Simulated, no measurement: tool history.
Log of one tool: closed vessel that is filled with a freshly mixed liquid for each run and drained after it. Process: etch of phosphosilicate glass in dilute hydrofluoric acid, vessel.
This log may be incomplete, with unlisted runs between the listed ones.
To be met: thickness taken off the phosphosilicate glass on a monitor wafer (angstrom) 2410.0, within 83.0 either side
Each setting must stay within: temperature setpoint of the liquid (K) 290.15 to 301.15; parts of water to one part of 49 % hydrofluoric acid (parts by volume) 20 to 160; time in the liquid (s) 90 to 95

run	hour	temperature setpoint of the liquid (K)	parts of water to one part of 49 % hydrofluoric acid (parts by volume)	time in the liquid (s)	thickness taken off the phosphosilicate glass on a monitor wafer (angstrom)
1	0.0	293.15	90	90	1639.9
2	3.0	294.15	90	90	1676.9
3	7.9	294.15	90	90	1679.2
4	11.1	294.65	90	90	1718.6
5	13.1	295.15	90	90	1770.8
6	17.7	292.65	90	90	1586.8
7	23.1	293.65	90	90	1617.4
8	25.5	294.65	90	90	1718.1
9	29.2	298.65	85	90	2163.9
10	38.2	298.65	85	90	2169.3
11	41.9	300.15	85	90	2297.0

5 candidate next runs follow, results not yet known. Just one meets every target within its allowed miss. Identify it.
A	45.6	299.65	85	90	?
B	45.6	301.15	95	95	?
C	45.6	301.15	90	90	?
D	45.6	299.15	90	95	?
E	45.6	298.15	80	95	?

move	thickness taken off the phosphosilicate glass on a monitor wafer (angstrom)
A	2255.0
B	2230.9
C	2245.4
D	2189.8
E	2395.9
A: the biggest miss grows against the last run
B: the biggest miss grows against the last run
C: the biggest miss grows against the last run
D: the biggest miss grows against the last run
E: all results in spec
Correct choice: E, which meets every target

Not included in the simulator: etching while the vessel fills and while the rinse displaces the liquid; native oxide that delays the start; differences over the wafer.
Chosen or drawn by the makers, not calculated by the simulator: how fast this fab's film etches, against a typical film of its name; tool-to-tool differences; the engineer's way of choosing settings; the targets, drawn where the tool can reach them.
